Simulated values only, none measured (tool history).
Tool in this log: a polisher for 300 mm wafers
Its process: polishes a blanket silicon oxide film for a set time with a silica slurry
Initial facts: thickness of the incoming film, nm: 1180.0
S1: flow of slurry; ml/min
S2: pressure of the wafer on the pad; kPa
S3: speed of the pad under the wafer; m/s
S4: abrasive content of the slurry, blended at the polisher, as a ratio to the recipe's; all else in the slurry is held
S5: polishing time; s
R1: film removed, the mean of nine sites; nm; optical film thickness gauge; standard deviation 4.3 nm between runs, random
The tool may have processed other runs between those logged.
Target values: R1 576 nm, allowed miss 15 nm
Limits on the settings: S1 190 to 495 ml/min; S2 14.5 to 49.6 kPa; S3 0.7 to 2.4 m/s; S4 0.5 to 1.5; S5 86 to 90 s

run,hour,S1,S2,S3,S4,S5,R1
1,0,320,31.7,1.54,1,86,369.65
2,7.5,320,31.7,1.54,1,86,374.68
3,10.7,320,34.5,1.54,1,86,385.36
4,11.7,320,40,1.54,1,86,422.65
5,16.6,320,40,1.84,1,86,473.44
6,21.9,320,40,1.84,1,86,475.86
7,30.9,320,42.7,1.86,1,86,497.87
8,36.8,320,44.8,1.88,1,86,520.59
9,37.8,320,46.2,1.9,1,86,539.57
10,39.7,320,47.6,1.9,1,86,551.99
11,46.2,320,48.3,1.9,1,86,558.91

Below are 4 possible settings for the next run. Only one of them brings all results inside the allowed miss of their targets. Which is it?
A,52.7,300,49.6,1.86,0.9,89,?
B,52.7,390,45.5,1.86,1,86,?
C,52.7,305,49.6,2.14,0.85,89,?
D,52.7,360,49,1.74,1,87,?

move,R1
A,537.13
B,529.05
C,567.61
D,537.55
A: the biggest miss grows against the last run
B: the biggest miss grows against the last run
C: every result lands within tolerance
D: the biggest miss grows against the last run
So the answer is move C, the one that meets all the targets.
